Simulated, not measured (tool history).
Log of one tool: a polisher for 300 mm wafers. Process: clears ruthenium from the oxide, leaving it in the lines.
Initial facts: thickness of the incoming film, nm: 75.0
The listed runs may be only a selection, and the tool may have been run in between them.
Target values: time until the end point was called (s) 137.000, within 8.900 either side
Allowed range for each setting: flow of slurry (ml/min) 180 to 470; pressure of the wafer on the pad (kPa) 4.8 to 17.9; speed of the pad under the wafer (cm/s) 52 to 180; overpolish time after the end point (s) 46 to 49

run,day,flow of slurry (ml/min),pressure of the wafer on the pad (kPa),speed of the pad under the wafer (cm/s),overpolish time after the end point (s),time until the end point was called (s)
1,0.000,300,11.0,116,46,82.555
2,0.062,300,11.0,132,46,71.124
3,0.208,375,11.0,132,46,74.484
4,0.400,375,11.0,106,46,84.390
5,0.608,375,9.7,104,46,96.172
6,0.829,375,9.0,102,46,108.990
7,0.879,375,8.3,102,46,115.380
8,1.133,375,7.6,102,46,120.610

Next run, 4 choices. One meets every target within its allowed miss, the rest don't. Which?
A,1.388,390,8.3,94,49,?
B,1.388,390,7.6,126,49,?
C,1.388,390,7.6,82,49,?
D,1.388,310,9.0,102,49,?

move,time until the end point was called (s)
A,121.120
B,109.480
C,142.490
D,108.430
A: no better and no worse than the last run
B: the biggest miss grows against the last run
C: all results land within tolerance of their targets
D: the biggest miss grows against the last run
Move C is the one to make.
